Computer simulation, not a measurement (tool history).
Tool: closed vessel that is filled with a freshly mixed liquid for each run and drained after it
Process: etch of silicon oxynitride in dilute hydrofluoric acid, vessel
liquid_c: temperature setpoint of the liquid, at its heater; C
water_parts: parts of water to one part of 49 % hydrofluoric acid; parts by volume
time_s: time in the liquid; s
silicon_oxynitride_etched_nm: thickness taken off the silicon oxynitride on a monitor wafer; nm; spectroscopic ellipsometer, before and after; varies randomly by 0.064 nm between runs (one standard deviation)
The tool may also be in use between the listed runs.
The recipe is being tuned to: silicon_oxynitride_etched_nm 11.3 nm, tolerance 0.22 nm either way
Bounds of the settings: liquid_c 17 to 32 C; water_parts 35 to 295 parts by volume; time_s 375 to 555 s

run 1 hour=0 | liquid_c=24 water_parts=165 time_s=555 | silicon_oxynitride_etched_nm=14.138
run 2 hour=7 | liquid_c=26 water_parts=165 time_s=555 | silicon_oxynitride_etched_nm=15.33
run 3 hour=14.2 | liquid_c=22.5 water_parts=165 time_s=555 | silicon_oxynitride_etched_nm=13.264
run 4 hour=16.5 | liquid_c=22.5 water_parts=205 time_s=555 | silicon_oxynitride_etched_nm=10.317
run 5 hour=18.8 | liquid_c=23 water_parts=205 time_s=555 | silicon_oxynitride_etched_nm=10.466
run 6 hour=26.4 | liquid_c=23 water_parts=150 time_s=555 | silicon_oxynitride_etched_nm=15.221
run 7 hour=31.3 | liquid_c=22 water_parts=155 time_s=555 | silicon_oxynitride_etched_nm=13.737
run 8 hour=32.7 | liquid_c=21 water_parts=155 time_s=555 | silicon_oxynitride_etched_nm=13.245
run 9 hour=37.7 | liquid_c=20.5 water_parts=155 time_s=555 | silicon_oxynitride_etched_nm=12.784
run 10 hour=44 | liquid_c=20 water_parts=155 time_s=555 | silicon_oxynitride_etched_nm=12.625
run 11 hour=45.9 | liquid_c=19.5 water_parts=155 time_s=555 | silicon_oxynitride_etched_nm=12.237
-- hour=51.3 thermometer replaced
run 12 hour=51.3 | liquid_c=19.5 water_parts=155 time_s=555 | silicon_oxynitride_etched_nm=13.07

Which of these 5 next moves meets every target?
run A hour=56.7 | liquid_c=17 water_parts=105 time_s=375 | silicon_oxynitride_etched_nm=?
run B hour=56.7 | liquid_c=21.5 water_parts=140 time_s=375 | silicon_oxynitride_etched_nm=?
run C hour=56.7 | liquid_c=18 water_parts=115 time_s=375 | silicon_oxynitride_etched_nm=?
run D hour=56.7 | liquid_c=21.5 water_parts=185 time_s=555 | silicon_oxynitride_etched_nm=?
run E hour=56.7 | liquid_c=21 water_parts=145 time_s=555 | silicon_oxynitride_etched_nm=?

move=A silicon_oxynitride_etched_nm=11.903
move=B silicon_oxynitride_etched_nm=10.847
move=C silicon_oxynitride_etched_nm=11.347
move=D silicon_oxynitride_etched_nm=11.764
move=E silicon_oxynitride_etched_nm=15.084
A: better than the last run, though not everything is in spec
B: takes the result that was furthest off past its target
C: all results in spec
D: better than the last run, though not everything is in spec
E: lands further from the targets than the last run did
The right move is C.
